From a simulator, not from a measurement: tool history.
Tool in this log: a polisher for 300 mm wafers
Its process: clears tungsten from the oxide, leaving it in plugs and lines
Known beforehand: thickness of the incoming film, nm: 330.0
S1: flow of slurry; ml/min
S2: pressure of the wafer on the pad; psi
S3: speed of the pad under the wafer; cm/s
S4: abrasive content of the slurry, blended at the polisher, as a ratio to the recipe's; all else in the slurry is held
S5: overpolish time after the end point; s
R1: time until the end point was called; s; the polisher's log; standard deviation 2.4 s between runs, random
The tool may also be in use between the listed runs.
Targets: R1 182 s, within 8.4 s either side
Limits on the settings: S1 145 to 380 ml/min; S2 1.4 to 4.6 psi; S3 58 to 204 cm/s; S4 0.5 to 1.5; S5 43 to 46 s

Run 1, hour 0: S1 245 ml/min, S2 3 psi, S3 130 cm/s, S4 1, S5 43 s. Result: R1 82.62 s.
Run 2, hour 5.9: S1 245 ml/min, S2 2.8 psi, S3 126 cm/s, S4 1, S5 43 s. Result: R1 91.256 s.
Run 3, hour 11.7: S1 245 ml/min, S2 2.6 psi, S3 122 cm/s, S4 1, S5 43 s. Result: R1 101.38 s.
Run 4, hour 18.5: S1 190 ml/min, S2 2.6 psi, S3 122 cm/s, S4 1, S5 43 s. Result: R1 106.16 s.
Run 5, hour 22.6: S1 190 ml/min, S2 2.4 psi, S3 120 cm/s, S4 1, S5 43 s. Result: R1 113.31 s.
Run 6, hour 27: S1 190 ml/min, S2 2.1 psi, S3 120 cm/s, S4 1, S5 43 s. Result: R1 125.63 s.
Run 7, hour 35.2: S1 190 ml/min, S2 2 psi, S3 118 cm/s, S4 1, S5 43 s. Result: R1 136.12 s.
Run 8, hour 38.9: S1 190 ml/min, S2 1.4 psi, S3 108 cm/s, S4 1, S5 43 s. Result: R1 217.79 s.

Exactly one of the 4 candidate moves below puts every result within its allowed miss. Which one?
Run A, hour 42.6: S1 175 ml/min, S2 1.9 psi, S3 76 cm/s, S4 0.95, S5 45 s. Result: R1 ?.
Run B, hour 42.6: S1 190 ml/min, S2 2 psi, S3 98 cm/s, S4 0.6, S5 46 s. Result: R1 ?.
Run C, hour 42.6: S1 170 ml/min, S2 1.5 psi, S3 96 cm/s, S4 1, S5 44 s. Result: R1 ?.
Run D, hour 42.6: S1 195 ml/min, S2 1.7 psi, S3 84 cm/s, S4 0.8, S5 43 s. Result: R1 ?.

move      R1
   A  224.31
   B  180.14
   C  223.09
   D  231.18
A: further off than the last run
B: each result inside its tolerance
C: further off than the last run
D: further off than the last run
So the answer is move B, the one that meets all the targets.
